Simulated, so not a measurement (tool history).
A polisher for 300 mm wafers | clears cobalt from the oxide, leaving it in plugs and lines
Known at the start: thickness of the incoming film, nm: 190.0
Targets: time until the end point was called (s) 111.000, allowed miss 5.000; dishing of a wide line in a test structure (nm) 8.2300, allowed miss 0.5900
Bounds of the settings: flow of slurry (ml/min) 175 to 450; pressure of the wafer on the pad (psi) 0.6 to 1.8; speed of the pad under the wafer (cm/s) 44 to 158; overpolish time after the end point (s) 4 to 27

run,hour,flow of slurry (ml/min),pressure of the wafer on the pad (psi),speed of the pad under the wafer (cm/s),overpolish time after the end point (s),time until the end point was called (s),dishing of a wide line in a test structure (nm)
1,0.0,290,1.2,100,14,64.994,29.3930
2,3.8,340,1.2,100,14,64.415,30.1900
3,10.6,280,1.2,100,14,64.782,31.1460
4,14.2,280,1.0,100,14,76.753,26.5790
5,15.4,325,0.9,96,11,87.159,20.9030
6,23.0,380,0.9,96,11,87.296,20.7900
7,24.9,400,0.8,94,9,99.064,15.2060
8,29.6,450,0.6,102,4,120.120,6.1823
9,32.5,435,0.6,102,4,120.960,6.3275
10,35.1,430,0.6,102,4,119.240,6.0566
11,41.6,430,0.6,100,4,121.000,6.0127
12,48.9,430,0.6,98,4,123.280,6.1154

4 next moves are on the table. One of them brings every result within its allowed miss. Which?
A,56.2,450,0.7,96,5,?,?
B,56.2,450,0.7,84,7,?,?
C,56.2,420,0.6,100,7,?,?
D,56.2,425,0.6,102,7,?,?

move,time until the end point was called (s),dishing of a wide line in a test structure (nm)
A,109.170,8.0196
B,124.210,9.7146
C,121.910,9.8808
D,119.500,10.0610
A: meets every target
B: takes the result that was furthest off past its target
C: takes the result that was furthest off past its target
D: takes the result that was furthest off past its target
The right move is A.

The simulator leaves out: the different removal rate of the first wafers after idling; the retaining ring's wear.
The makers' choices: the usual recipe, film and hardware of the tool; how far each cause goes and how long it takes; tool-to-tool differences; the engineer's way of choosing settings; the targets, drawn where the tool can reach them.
